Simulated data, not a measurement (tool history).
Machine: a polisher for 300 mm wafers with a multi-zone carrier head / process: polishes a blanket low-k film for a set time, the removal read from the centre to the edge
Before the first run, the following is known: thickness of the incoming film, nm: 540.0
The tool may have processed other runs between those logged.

| run | hour | flow of slurry (ml/min) | pressure of the head's centre zone | pressure of the head's middle zone | pressure of the head's edge zone | abrasive content of the slurry | polishing time (s) | film removed at the wafer's centre (Å) | film removed at mid-radius (Å) | film removed at the wafer's edge (Å) |
|---|---|---|---|---|---|---|---|---|---|---|
| 1 | 0 | 185 | 1 | 1 | 1 | 1 | 50 | 205.6 | 203.23 | 204.85 |
| 2 | 5.2 | 185 | 1 | 1 | 1 | 1.15 | 50 | 212.47 | 213.24 | 217.37 |
| 3 | 12.6 | 180 | 0.98 | 1 | 0.98 | 1.05 | 50 | 203.67 | 204.71 | 208.78 |
| 4 | 15.5 | 180 | 0.98 | 1 | 1.06 | 1.05 | 50 | 199.64 | 208.52 | 215.63 |
| 5 | 20.4 | 155 | 0.98 | 1 | 1.06 | 1.05 | 50 | 199.5 | 200.38 | 214.01 |
| 6 | 22.2 | 165 | 0.97 | 1.01 | 1.04 | 1 | 49 | 194.29 | 196.43 | 203.95 |
| 7 | 29.1 | 180 | 0.95 | 1.02 | 1.04 | 0.95 | 48 | 179.76 | 196.12 | 197.3 |
| 8 | 37.9 | 185 | 0.94 | 1.02 | 1.02 | 0.9 | 48 | 179.49 | 184.79 | 193.03 |
| 9 | 39.4 | 200 | 0.93 | 1.04 | 1.01 | 0.85 | 47 | 167.94 | 187.44 | 182.51 |
| 10 | 42 | 200 | 0.92 | 1.05 | 0.99 | 0.8 | 47 | 166.79 | 180.58 | 174.4 |
| 11 | 50.5 | 200 | 0.91 | 1.06 | 0.98 | 0.75 | 47 | 157.53 | 176.75 | 168.7 |
| 12 | 58.5 | 195 | 0.9 | 1.07 | 0.96 | 0.75 | 47 | 151.27 | 176.15 | 167.29 |
| 13 | 63 | 190 | 0.91 | 1.08 | 0.94 | 0.75 | 47 | 154.39 | 181.98 | 163.82 |
| 14 | 71.8 | 185 | 0.9 | 1.07 | 0.92 | 0.75 | 47 | 155.48 | 175.53 | 161.83 |
| 15 | 74.8 | 180 | 0.89 | 1.07 | 0.91 | 0.75 | 47 | 152.96 | 176.44 | 161.7 |
| 16 | 80.2 | 180 | 0.89 | 1.07 | 0.91 | 0.75 | 47 | 146.59 | 175.44 | 160.94 |
| 17 | 85.8 | 175 | 0.89 | 1.07 | 0.9 | 0.75 | 47 | 147.51 | 173.72 | 159.1 |
| 18 | 91.9 | 175 | 0.89 | 1.07 | 0.9 | 0.75 | 47 | 149.68 | 177.58 | 160.08 |

Run 19, settings as shown, results not yet in. Your forecast:
| 19 | 92.9 | 175 | 0.89 | 1.07 | 0.89 | 0.75 | 47 | ? | ? | ? |

Run 19 came out at film removed at the wafer's centre (Å) 148.59, film removed at mid-radius (Å) 172.68, film removed at the wafer's edge (Å) 160.17.
